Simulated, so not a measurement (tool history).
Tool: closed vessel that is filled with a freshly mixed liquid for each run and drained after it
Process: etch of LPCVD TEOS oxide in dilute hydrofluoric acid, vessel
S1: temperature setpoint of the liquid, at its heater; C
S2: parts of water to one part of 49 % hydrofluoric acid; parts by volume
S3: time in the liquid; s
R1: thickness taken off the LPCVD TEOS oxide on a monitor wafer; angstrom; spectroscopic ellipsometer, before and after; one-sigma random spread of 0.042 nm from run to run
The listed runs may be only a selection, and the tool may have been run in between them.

| run | hour | S1 | S2 | S3 | R1 |
|---|---|---|---|---|---|
| 1 | 0.0 | 25.0 | 175 | 30 | 90.434 |
| 2 | 8.0 | 25.0 | 175 | 30 | 91.241 |
| 3 | 13.1 | 26.5 | 175 | 30 | 96.136 |
| 4 | 20.4 | 26.5 | 175 | 30 | 95.780 |
| 5 | 24.2 | 26.5 | 175 | 30 | 95.970 |
| 6 | 32.8 | 26.5 | 175 | 30 | 95.626 |
| 7 | 34.0 | 27.5 | 175 | 30 | 100.220 |

Run 8 comes next. What will it give?
| 8 | 37.1 | 28.0 | 175 | 30 | ? |

{"run 8": {"R1": 100.71}}

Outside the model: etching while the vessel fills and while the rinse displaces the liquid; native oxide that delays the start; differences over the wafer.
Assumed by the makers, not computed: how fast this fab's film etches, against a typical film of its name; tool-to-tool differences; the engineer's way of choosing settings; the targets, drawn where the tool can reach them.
